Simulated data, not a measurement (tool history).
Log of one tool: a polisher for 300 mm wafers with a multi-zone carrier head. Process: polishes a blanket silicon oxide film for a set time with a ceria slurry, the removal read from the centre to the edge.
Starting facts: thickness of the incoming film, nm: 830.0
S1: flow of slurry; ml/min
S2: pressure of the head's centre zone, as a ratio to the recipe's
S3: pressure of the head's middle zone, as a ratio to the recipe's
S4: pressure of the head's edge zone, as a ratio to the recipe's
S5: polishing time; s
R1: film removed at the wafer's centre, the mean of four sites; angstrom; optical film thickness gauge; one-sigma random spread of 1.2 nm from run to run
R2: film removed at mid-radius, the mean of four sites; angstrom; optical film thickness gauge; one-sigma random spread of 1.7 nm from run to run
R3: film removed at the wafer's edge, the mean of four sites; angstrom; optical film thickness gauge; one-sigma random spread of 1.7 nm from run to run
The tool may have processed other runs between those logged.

run	hour	S1	S2	S3	S4	S5	R1	R2	R3
1	0.0	135	1.00	1.00	1.00	41	1192.0	1155.6	1166.4
2	2.6	145	0.95	1.04	1.05	43	1193.3	1267.4	1287.5
3	8.3	145	0.95	1.04	1.05	52	1424.1	1534.7	1551.5
4	10.1	120	0.95	1.04	1.05	52	1375.5	1493.2	1482.3
5	14.7	120	0.95	1.04	1.05	46	1238.1	1302.9	1308.7
6	22.2	140	0.93	1.08	1.08	46	1252.1	1398.6	1372.7

The next listed run, before its measurement:
7	30.1	155	0.91	1.10	1.10	46	?	?	?

Run 7 yielded R1 1253.4 angstrom, R2 1421.4 angstrom, R3 1380.0 angstrom.
